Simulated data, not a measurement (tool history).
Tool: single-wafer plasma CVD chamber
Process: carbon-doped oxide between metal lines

run	hour	heater temperature setpoint (K)	chamber pressure (mTorr)	RF power (W)	deposition time (s)	mean film thickness on the monitor wafer (Å)
1	0.0	613.15	5300	390	13.4	594.75
2	7.3	613.15	5300	345	13.4	523.92
3	8.3	611.15	5530	360	13.4	555.32
4	11.6	618.15	5530	360	13.4	541.85
5	13.2	615.15	5790	370	13.4	559.30
6	18.4	615.15	5790	335	13.4	507.22
7	22.0	612.15	5800	350	13.4	540.44
8	27.7	609.15	5920	360	13.4	561.45
9	29.6	606.15	5990	370	13.4	578.31
10	33.1	604.15	6030	380	13.4	604.95

Run 11 comes next. What will it give?
11	34.9	602.15	6080	385	13.4	?

mean film thickness on the monitor wafer (Å): 622.76

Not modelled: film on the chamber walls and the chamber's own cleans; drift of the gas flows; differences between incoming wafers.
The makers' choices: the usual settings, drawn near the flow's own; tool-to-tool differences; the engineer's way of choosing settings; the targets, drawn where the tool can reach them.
